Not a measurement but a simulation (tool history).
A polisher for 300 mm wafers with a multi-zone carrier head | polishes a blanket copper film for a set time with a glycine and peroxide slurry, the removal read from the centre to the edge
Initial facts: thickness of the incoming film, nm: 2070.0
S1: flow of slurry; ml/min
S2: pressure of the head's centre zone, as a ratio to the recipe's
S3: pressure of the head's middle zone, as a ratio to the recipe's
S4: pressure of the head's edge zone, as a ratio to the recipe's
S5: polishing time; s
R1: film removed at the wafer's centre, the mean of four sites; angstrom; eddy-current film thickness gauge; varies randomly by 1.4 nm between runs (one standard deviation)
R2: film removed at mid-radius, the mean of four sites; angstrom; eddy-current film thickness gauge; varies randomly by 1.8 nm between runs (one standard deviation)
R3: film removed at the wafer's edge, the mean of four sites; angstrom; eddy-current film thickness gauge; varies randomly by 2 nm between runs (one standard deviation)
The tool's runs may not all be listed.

| run | hour | S1 | S2 | S3 | S4 | S5 | R1 | R2 | R3 |
|---|---|---|---|---|---|---|---|---|---|
| 1 | 0.0 | 320 | 1.00 | 1.00 | 1.00 | 43 | 1716.2 | 1726.5 | 1603.3 |
| 2 | 3.2 | 320 | 1.00 | 0.98 | 0.99 | 42 | 1668.7 | 1702.3 | 1652.5 |
| 3 | 6.1 | 320 | 1.02 | 0.98 | 1.00 | 40 | 1630.7 | 1594.2 | 1543.6 |
| 4 | 8.2 | 320 | 1.03 | 0.98 | 1.00 | 39 | 1625.2 | 1584.4 | 1512.5 |
| 5 | 9.7 | 320 | 1.04 | 0.97 | 1.00 | 38 | 1590.8 | 1507.8 | 1457.4 |
| 6 | 15.7 | 355 | 1.04 | 0.97 | 1.00 | 38 | 1591.1 | 1525.0 | 1498.5 |
| 7 | 16.8 | 350 | 1.05 | 0.96 | 1.00 | 37 | 1569.5 | 1478.0 | 1432.4 |

What will run 8 give?
| 8 | 24.1 | 350 | 1.06 | 0.95 | 1.00 | 36 | ? | ? | ? |

Logged for run 8: R1 1531.8 angstrom, R2 1398.5 angstrom, R3 1374.5 angstrom.
